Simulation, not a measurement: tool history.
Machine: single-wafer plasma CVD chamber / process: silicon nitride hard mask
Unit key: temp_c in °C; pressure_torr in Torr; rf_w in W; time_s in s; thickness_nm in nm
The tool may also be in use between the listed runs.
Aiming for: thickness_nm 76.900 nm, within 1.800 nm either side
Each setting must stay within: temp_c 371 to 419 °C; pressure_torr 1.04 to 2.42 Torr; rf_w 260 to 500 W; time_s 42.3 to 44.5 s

Run 1, hour 0.0: temp_c 395 °C, pressure_torr 1.73 Torr, rf_w 380 W, time_s 44.5 s. Result: thickness_nm 64.877 nm.
Run 2, hour 8.7: temp_c 395 °C, pressure_torr 1.81 Torr, rf_w 390 W, time_s 44.5 s. Result: thickness_nm 66.808 nm.
Run 3, hour 15.9: temp_c 395 °C, pressure_torr 1.88 Torr, rf_w 395 W, time_s 44.5 s. Result: thickness_nm 67.680 nm.
Run 4, hour 24.1: temp_c 395 °C, pressure_torr 1.88 Torr, rf_w 395 W, time_s 42.3 s. Result: thickness_nm 64.377 nm.
Run 5, hour 25.7: temp_c 395 °C, pressure_torr 1.91 Torr, rf_w 410 W, time_s 42.5 s. Result: thickness_nm 66.024 nm.
Run 6, hour 33.1: temp_c 395 °C, pressure_torr 1.94 Torr, rf_w 425 W, time_s 42.7 s. Result: thickness_nm 68.334 nm.
Run 7, hour 37.7: temp_c 395 °C, pressure_torr 1.94 Torr, rf_w 425 W, time_s 42.7 s. Result: thickness_nm 68.519 nm.
Run 8, hour 40.1: temp_c 395 °C, pressure_torr 1.94 Torr, rf_w 425 W, time_s 42.7 s. Result: thickness_nm 68.523 nm.
Run 9, hour 48.2: temp_c 395 °C, pressure_torr 1.94 Torr, rf_w 425 W, time_s 42.7 s. Result: thickness_nm 68.398 nm.
Run 10, hour 52.2: temp_c 395 °C, pressure_torr 1.97 Torr, rf_w 435 W, time_s 42.8 s. Result: thickness_nm 69.996 nm.
Run 11, hour 53.1: temp_c 395 °C, pressure_torr 2.00 Torr, rf_w 440 W, time_s 42.9 s. Result: thickness_nm 70.658 nm.
Run 12, hour 54.5: temp_c 395 °C, pressure_torr 2.03 Torr, rf_w 445 W, time_s 43.0 s. Result: thickness_nm 71.404 nm.
Run 13, hour 62.4: temp_c 395 °C, pressure_torr 2.05 Torr, rf_w 450 W, time_s 43.1 s. Result: thickness_nm 72.514 nm.
Run 14, hour 66.2: temp_c 395 °C, pressure_torr 2.08 Torr, rf_w 455 W, time_s 43.1 s. Result: thickness_nm 73.017 nm.

Next run, 5 choices. One meets every target within its allowed miss, the rest don't. Which?
Run A, hour 70.0: temp_c 393 °C, pressure_torr 2.11 Torr, rf_w 450 W, time_s 42.3 s. Result: thickness_nm ?.
Run B, hour 70.0: temp_c 392 °C, pressure_torr 1.87 Torr, rf_w 500 W, time_s 43.9 s. Result: thickness_nm ?.
Run C, hour 70.0: temp_c 385 °C, pressure_torr 2.36 Torr, rf_w 470 W, time_s 44.5 s. Result: thickness_nm ?.
Run D, hour 70.0: temp_c 395 °C, pressure_torr 2.42 Torr, rf_w 500 W, time_s 44.5 s. Result: thickness_nm ?.
Run E, hour 70.0: temp_c 416 °C, pressure_torr 2.15 Torr, rf_w 445 W, time_s 44.0 s. Result: thickness_nm ?.

move  thickness_nm
   A        71.686
   B        77.266
   C        79.566
   D        82.473
   E        73.561
A: misses by more than the last run did
B: all results in spec
C: the result that was furthest off in the last run now lies on the other side of its target
D: the result that was furthest off in the last run now lies on the other side of its target
E: an improvement on the last run, though not all results are within tolerance
So the answer is move B, the one that meets all the targets.
